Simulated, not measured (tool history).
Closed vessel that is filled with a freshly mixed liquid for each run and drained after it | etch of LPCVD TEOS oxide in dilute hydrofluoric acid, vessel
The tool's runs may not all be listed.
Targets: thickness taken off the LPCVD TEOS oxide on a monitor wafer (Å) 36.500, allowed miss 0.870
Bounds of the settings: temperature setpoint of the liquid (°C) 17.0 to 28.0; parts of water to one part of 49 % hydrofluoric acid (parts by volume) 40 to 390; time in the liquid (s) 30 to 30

| run | hour | temperature setpoint of the liquid (°C) | parts of water to one part of 49 % hydrofluoric acid (parts by volume) | time in the liquid (s) | thickness taken off the LPCVD TEOS oxide on a monitor wafer (Å) |
|---|---|---|---|---|---|
| 1 | 0.0 | 20.0 | 215 | 30 | 56.660 |
| 2 | 7.5 | 20.0 | 135 | 30 | 97.435 |
| 3 | 8.8 | 20.0 | 135 | 30 | 97.577 |
| 4 | 9.6 | 22.5 | 135 | 30 | 107.820 |
| 5 | 16.0 | 21.0 | 135 | 30 | 101.780 |
| 6 | 24.9 | 21.0 | 135 | 30 | 101.180 |
| 7 | 26.0 | 20.5 | 160 | 30 | 81.307 |
| 8 | 28.5 | 20.0 | 175 | 30 | 72.019 |
| 9 | 35.0 | 19.5 | 190 | 30 | 63.958 |
| 10 | 37.3 | 19.0 | 200 | 30 | 59.495 |
| 11 | 46.2 | 18.5 | 210 | 30 | 55.000 |
| 12 | 50.5 | 18.5 | 210 | 30 | 55.036 |
| 13 | 54.0 | 18.0 | 220 | 30 | 50.876 |
| 14 | 61.2 | 18.0 | 230 | 30 | 48.070 |
| 15 | 64.8 | 18.0 | 235 | 30 | 47.069 |
| 16 | 69.2 | 18.0 | 240 | 30 | 45.539 |
| 17 | 77.2 | 18.0 | 245 | 30 | 44.741 |

4 next moves are on the table. One of them brings every result within its allowed miss. Which?
| A | 85.2 | 20.0 | 215 | 30 | ? |
| B | 85.2 | 19.0 | 295 | 30 | ? |
| C | 85.2 | 17.0 | 310 | 30 | ? |
| D | 85.2 | 18.5 | 215 | 30 | ? |

| move | thickness taken off the LPCVD TEOS oxide on a monitor wafer (Å) |
|---|---|
| A | 56.478 |
| B | 36.829 |
| C | 32.110 |
| D | 53.301 |
A: further off than the last run
B: meets every target
C: takes the result that was furthest off past its target
D: further off than the last run
Answer: B
